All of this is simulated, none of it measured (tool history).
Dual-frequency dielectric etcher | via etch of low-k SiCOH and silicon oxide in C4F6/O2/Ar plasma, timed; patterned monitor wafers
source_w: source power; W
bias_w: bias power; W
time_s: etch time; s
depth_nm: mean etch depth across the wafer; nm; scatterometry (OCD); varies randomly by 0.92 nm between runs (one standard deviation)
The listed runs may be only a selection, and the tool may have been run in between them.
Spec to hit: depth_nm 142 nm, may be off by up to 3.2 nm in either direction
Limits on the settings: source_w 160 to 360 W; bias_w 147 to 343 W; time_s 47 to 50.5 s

run,hour,source_w,bias_w,time_s,depth_nm
1,0,260,245,50.5,128.89
2,8.1,270,247,50.5,130.89
3,13.7,230,247,50.5,123.77
4,17.4,250,247,50.5,126.81
5,22.6,260,250,50.5,129.23
6,27.1,280,250,50.5,133.22
7,34,280,252,50.5,134.1
8,34.8,280,253,50.5,133.59
9,40.2,280,255,50.5,134.01
10,41.5,280,256,50.5,134.8

Consider the 4 candidate settings below. Which is the only one whose results all fall within their allowed miss of target?
A,42.8,290,271,48.5,?
B,42.8,290,309,49.5,?
C,42.8,280,279,50.5,?
D,42.8,310,273,47,?

move,depth_nm
A,132.42
B,141.13
C,137.52
D,131.66
A: misses by more than the last run did
B: each result inside its tolerance
C: closer than the last run, but not yet in spec
D: misses by more than the last run did
Move B is the one to make.
